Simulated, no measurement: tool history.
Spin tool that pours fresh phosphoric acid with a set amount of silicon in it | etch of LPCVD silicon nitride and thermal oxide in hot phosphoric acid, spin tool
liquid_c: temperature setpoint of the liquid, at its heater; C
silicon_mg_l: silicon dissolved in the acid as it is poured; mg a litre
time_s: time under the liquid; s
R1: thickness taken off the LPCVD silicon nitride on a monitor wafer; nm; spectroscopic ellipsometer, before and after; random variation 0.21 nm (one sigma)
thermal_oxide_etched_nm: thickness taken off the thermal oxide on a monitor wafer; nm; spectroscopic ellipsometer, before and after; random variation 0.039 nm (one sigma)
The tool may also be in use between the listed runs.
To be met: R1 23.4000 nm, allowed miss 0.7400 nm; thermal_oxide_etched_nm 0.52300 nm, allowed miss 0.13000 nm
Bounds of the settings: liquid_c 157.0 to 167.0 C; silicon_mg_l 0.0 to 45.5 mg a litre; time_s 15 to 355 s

run 1 day=0.000 | liquid_c=162.0 silicon_mg_l=20.0 time_s=180 | R1=17.3370 thermal_oxide_etched_nm=0.43917
run 2 day=0.179 | liquid_c=162.0 silicon_mg_l=20.0 time_s=135 | R1=13.0840 thermal_oxide_etched_nm=0.30009
run 3 day=0.512 | liquid_c=160.0 silicon_mg_l=20.0 time_s=135 | R1=12.0780 thermal_oxide_etched_nm=0.23749
run 4 day=0.692 | liquid_c=160.0 silicon_mg_l=20.0 time_s=100 | R1=8.8799 thermal_oxide_etched_nm=0.17385
run 5 day=0.817 | liquid_c=161.0 silicon_mg_l=22.0 time_s=115 | R1=10.7200 thermal_oxide_etched_nm=0.22264
run 6 day=0.846 | liquid_c=161.5 silicon_mg_l=24.5 time_s=130 | R1=12.2630 thermal_oxide_etched_nm=0.22110
run 7 day=1.208 | liquid_c=162.0 silicon_mg_l=25.0 time_s=140 | R1=13.3330 thermal_oxide_etched_nm=0.25011
run 8 day=1.521 | liquid_c=162.5 silicon_mg_l=25.5 time_s=150 | R1=14.6700 thermal_oxide_etched_nm=0.31945
run 9 day=1.796 | liquid_c=165.0 silicon_mg_l=38.5 time_s=215 | R1=22.9850 thermal_oxide_etched_nm=0.27078
run 10 day=2.062 | liquid_c=165.0 silicon_mg_l=36.0 time_s=215 | R1=22.7740 thermal_oxide_etched_nm=0.33219

Which of these 5 next moves meets every target?
run A day=2.329 | liquid_c=165.5 silicon_mg_l=28.0 time_s=235 | R1=? thermal_oxide_etched_nm=?
run B day=2.329 | liquid_c=167.0 silicon_mg_l=28.5 time_s=220 | R1=? thermal_oxide_etched_nm=?
run C day=2.329 | liquid_c=164.5 silicon_mg_l=41.0 time_s=225 | R1=? thermal_oxide_etched_nm=?
run D day=2.329 | liquid_c=167.0 silicon_mg_l=12.5 time_s=225 | R1=? thermal_oxide_etched_nm=?
run E day=2.329 | liquid_c=167.0 silicon_mg_l=27.0 time_s=205 | R1=? thermal_oxide_etched_nm=?

move=A R1=25.3260 thermal_oxide_etched_nm=0.44263
move=B R1=24.8990 thermal_oxide_etched_nm=0.45309
move=C R1=23.4650 thermal_oxide_etched_nm=0.20439
move=D R1=25.4640 thermal_oxide_etched_nm=0.74316
move=E R1=23.2010 thermal_oxide_etched_nm=0.44609
A: brings the result that was furthest off to its target, and leaves another outside
B: brings the result that was furthest off to its target, and leaves another outside
C: further off than the last run
D: takes the result that was furthest off past its target
E: meets every target
Answer: E
